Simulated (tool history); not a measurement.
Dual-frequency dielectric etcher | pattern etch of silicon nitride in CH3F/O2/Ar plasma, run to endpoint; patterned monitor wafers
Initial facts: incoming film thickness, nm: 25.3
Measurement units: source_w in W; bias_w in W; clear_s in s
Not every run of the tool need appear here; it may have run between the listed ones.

run	day	source_w	bias_w	clear_s
1	0.000	420	81	35.533
2	0.238	420	71	36.538
3	0.412	400	70	37.638
4	0.717	390	70	38.244
5	0.825	390	83	36.446
6	1.117	340	83	38.100

What will run 7 give?
7	1.458	330	83	?

{"run 7": {"clear_s": 38.603}}
